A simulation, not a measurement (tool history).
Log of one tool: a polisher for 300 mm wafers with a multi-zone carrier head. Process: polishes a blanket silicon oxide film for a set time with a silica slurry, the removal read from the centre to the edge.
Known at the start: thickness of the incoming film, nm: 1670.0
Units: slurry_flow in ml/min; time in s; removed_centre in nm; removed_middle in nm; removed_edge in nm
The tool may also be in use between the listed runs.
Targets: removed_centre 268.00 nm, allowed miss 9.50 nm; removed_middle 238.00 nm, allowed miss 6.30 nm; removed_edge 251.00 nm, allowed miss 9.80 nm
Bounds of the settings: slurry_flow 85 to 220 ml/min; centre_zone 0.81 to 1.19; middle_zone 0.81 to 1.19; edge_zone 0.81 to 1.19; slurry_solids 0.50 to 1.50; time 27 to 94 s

{"run": 1, "hour": 0.0, "slurry_flow": 140, "centre_zone": 1.0, "middle_zone": 1.0, "edge_zone": 1.0, "slurry_solids": 1.0, "time": 60, "removed_centre": 185.54, "removed_middle": 178.76, "removed_edge": 172.43}
{"run": 2, "hour": 4.5, "slurry_flow": 140, "centre_zone": 1.0, "middle_zone": 1.0, "edge_zone": 1.0, "slurry_solids": 1.0, "time": 48, "removed_centre": 149.24, "removed_middle": 141.71, "removed_edge": 135.78}
{"run": 3, "hour": 10.3, "slurry_flow": 140, "centre_zone": 1.0, "middle_zone": 1.0, "edge_zone": 1.0, "slurry_solids": 0.85, "time": 48, "removed_centre": 140.1, "removed_middle": 132.8, "removed_edge": 129.04}
{"run": 4, "hour": 17.0, "slurry_flow": 145, "centre_zone": 1.01, "middle_zone": 0.99, "edge_zone": 1.05, "slurry_solids": 1.05, "time": 53, "removed_centre": 171.41, "removed_middle": 161.35, "removed_edge": 164.56}
{"run": 5, "hour": 24.1, "slurry_flow": 160, "centre_zone": 1.05, "middle_zone": 1.01, "edge_zone": 1.09, "slurry_solids": 1.15, "time": 53, "removed_centre": 185.98, "removed_middle": 173.3, "removed_edge": 173.77}
{"run": 6, "hour": 26.9, "slurry_flow": 165, "centre_zone": 1.07, "middle_zone": 1.01, "edge_zone": 1.11, "slurry_solids": 1.25, "time": 55, "removed_centre": 205.46, "removed_middle": 184.96, "removed_edge": 190.46}
{"run": 7, "hour": 34.3, "slurry_flow": 170, "centre_zone": 1.08, "middle_zone": 1.02, "edge_zone": 1.13, "slurry_solids": 1.3, "time": 57, "removed_centre": 214.49, "removed_middle": 196.88, "removed_edge": 199.57}
{"run": 8, "hour": 40.9, "slurry_flow": 175, "centre_zone": 1.09, "middle_zone": 1.01, "edge_zone": 1.14, "slurry_solids": 1.35, "time": 59, "removed_centre": 231.31, "removed_middle": 208.29, "removed_edge": 212.35}
{"hour": 46.7, "done": "worn pad replaced by a new one"}
{"run": 9, "hour": 46.7, "slurry_flow": 175, "centre_zone": 1.09, "middle_zone": 1.0, "edge_zone": 1.15, "slurry_solids": 1.4, "time": 60, "removed_centre": 256.87, "removed_middle": 227.3, "removed_edge": 229.89}
{"run": 10, "hour": 48.4, "slurry_flow": 195, "centre_zone": 1.03, "middle_zone": 0.94, "edge_zone": 1.19, "slurry_solids": 1.45, "time": 60, "removed_centre": 252.67, "removed_middle": 222.36, "removed_edge": 248.7}
{"run": 11, "hour": 55.2, "slurry_flow": 200, "centre_zone": 1.04, "middle_zone": 0.95, "edge_zone": 1.19, "slurry_solids": 1.45, "time": 60, "removed_centre": 256.14, "removed_middle": 224.75, "removed_edge": 240.42}

4 next moves are on the table. One of them brings every result within its allowed miss. Which?
{"run": "A", "hour": 62.0, "slurry_flow": 190, "centre_zone": 1.02, "middle_zone": 0.98, "edge_zone": 1.19, "slurry_solids": 1.5, "time": 61, "removed_centre": "?", "removed_middle": "?", "removed_edge": "?"}
{"run": "B", "hour": 62.0, "slurry_flow": 205, "centre_zone": 1.02, "middle_zone": 0.93, "edge_zone": 1.09, "slurry_solids": 1.05, "time": 73, "removed_centre": "?", "removed_middle": "?", "removed_edge": "?"}
{"run": "C", "hour": 62.0, "slurry_flow": 210, "centre_zone": 0.96, "middle_zone": 0.97, "edge_zone": 1.19, "slurry_solids": 1.5, "time": 59, "removed_centre": "?", "removed_middle": "?", "removed_edge": "?"}
{"run": "D", "hour": 62.0, "slurry_flow": 215, "centre_zone": 1.07, "middle_zone": 0.95, "edge_zone": 1.19, "slurry_solids": 1.3, "time": 58, "removed_centre": "?", "removed_middle": "?", "removed_edge": "?"}

move=A removed_centre=254.16 removed_middle=231.93 removed_edge=255.46
move=B removed_centre=268.32 removed_middle=235.37 removed_edge=256.90
move=C removed_centre=236.44 removed_middle=226.04 removed_edge=249.86
move=D removed_centre=244.61 removed_middle=208.27 removed_edge=233.77
A: brings the result that was furthest off to its target, and leaves another outside
B: meets every target
C: further off than the last run
D: further off than the last run
Answer: B
